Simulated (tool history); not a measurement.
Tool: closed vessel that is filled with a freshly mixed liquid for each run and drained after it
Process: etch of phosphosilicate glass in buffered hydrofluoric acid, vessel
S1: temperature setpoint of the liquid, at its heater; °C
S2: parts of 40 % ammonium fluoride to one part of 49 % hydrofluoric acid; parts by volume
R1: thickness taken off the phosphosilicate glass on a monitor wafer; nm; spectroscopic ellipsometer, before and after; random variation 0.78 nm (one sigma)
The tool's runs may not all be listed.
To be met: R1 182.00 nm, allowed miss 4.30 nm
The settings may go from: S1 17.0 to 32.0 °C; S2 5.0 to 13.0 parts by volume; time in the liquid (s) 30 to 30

Run 1, hour 0.0: S1 24.0 °C, S2 8.0 parts by volume, time in the liquid (s) 30. Result: R1 343.47 nm.
Run 2, hour 1.0: S1 22.0 °C, S2 8.0 parts by volume, time in the liquid (s) 30. Result: R1 309.80 nm.
Run 3, hour 4.1: S1 22.0 °C, S2 9.5 parts by volume, time in the liquid (s) 30. Result: R1 254.92 nm.
Run 4, hour 12.6: S1 22.0 °C, S2 9.5 parts by volume, time in the liquid (s) 30. Result: R1 256.78 nm.
Run 5, hour 15.3: S1 22.0 °C, S2 9.5 parts by volume, time in the liquid (s) 30. Result: R1 257.62 nm.
Run 6, hour 19.4: S1 20.5 °C, S2 9.5 parts by volume, time in the liquid (s) 30. Result: R1 235.97 nm.
Run 7, hour 25.7: S1 19.5 °C, S2 9.5 parts by volume, time in the liquid (s) 30. Result: R1 222.91 nm.
Run 8, hour 33.7: S1 19.0 °C, S2 9.5 parts by volume, time in the liquid (s) 30. Result: R1 216.89 nm.
Run 9, hour 36.1: S1 18.5 °C, S2 9.5 parts by volume, time in the liquid (s) 30. Result: R1 212.10 nm.
Run 10, hour 45.0: S1 18.0 °C, S2 9.5 parts by volume, time in the liquid (s) 30. Result: R1 205.09 nm.
Run 11, hour 48.3: S1 17.5 °C, S2 10.0 parts by volume, time in the liquid (s) 30. Result: R1 190.71 nm.

Which of these 4 next moves meets every target?
Run A, hour 51.6: S1 19.5 °C, S2 11.5 parts by volume, time in the liquid (s) 30. Result: R1 ?.
Run B, hour 51.6: S1 17.0 °C, S2 10.5 parts by volume, time in the liquid (s) 30. Result: R1 ?.
Run C, hour 51.6: S1 17.0 °C, S2 9.0 parts by volume, time in the liquid (s) 30. Result: R1 ?.
Run D, hour 51.6: S1 17.0 °C, S2 9.5 parts by volume, time in the liquid (s) 30. Result: R1 ?.

move      R1
   A  191.35
   B  180.12
   C  205.00
   D  193.30
A: further off than the last run
B: meets every target
C: further off than the last run
D: further off than the last run
The right move is B.
